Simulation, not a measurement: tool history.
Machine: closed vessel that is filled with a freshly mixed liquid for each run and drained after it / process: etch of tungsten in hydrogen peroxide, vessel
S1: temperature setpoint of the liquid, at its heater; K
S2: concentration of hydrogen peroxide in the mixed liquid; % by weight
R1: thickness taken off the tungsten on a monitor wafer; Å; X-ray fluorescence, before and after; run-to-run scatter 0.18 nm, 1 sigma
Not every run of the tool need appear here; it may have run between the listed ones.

Run 1, day 0.000: S1 320.15 K, S2 20.5 % by weight, time in the liquid (s) 30. Result: R1 380.04 Å.
Run 2, day 0.371: S1 320.15 K, S2 20.5 % by weight, time in the liquid (s) 30. Result: R1 379.90 Å.
Run 3, day 0.704: S1 324.65 K, S2 20.5 % by weight, time in the liquid (s) 30. Result: R1 502.34 Å.
Run 4, day 0.754: S1 324.65 K, S2 17.0 % by weight, time in the liquid (s) 30. Result: R1 450.52 Å.
Run 5, day 0.788: S1 324.65 K, S2 15.5 % by weight, time in the liquid (s) 30. Result: R1 431.37 Å.
Run 6, day 0.996: S1 321.65 K, S2 15.5 % by weight, time in the liquid (s) 30. Result: R1 363.43 Å.
Run 7, day 1.329: S1 321.65 K, S2 15.5 % by weight, time in the liquid (s) 30. Result: R1 359.77 Å.
Run 8, day 1.579: S1 319.15 K, S2 15.5 % by weight, time in the liquid (s) 30. Result: R1 313.17 Å.
Run 9, day 1.925: S1 317.65 K, S2 15.5 % by weight, time in the liquid (s) 30. Result: R1 285.46 Å.

Run 10, settings as shown, results not yet in. Your forecast:
Run 10, day 1.946: S1 316.65 K, S2 15.5 % by weight, time in the liquid (s) 30. Result: R1 ?.

R1: 269.85 Å
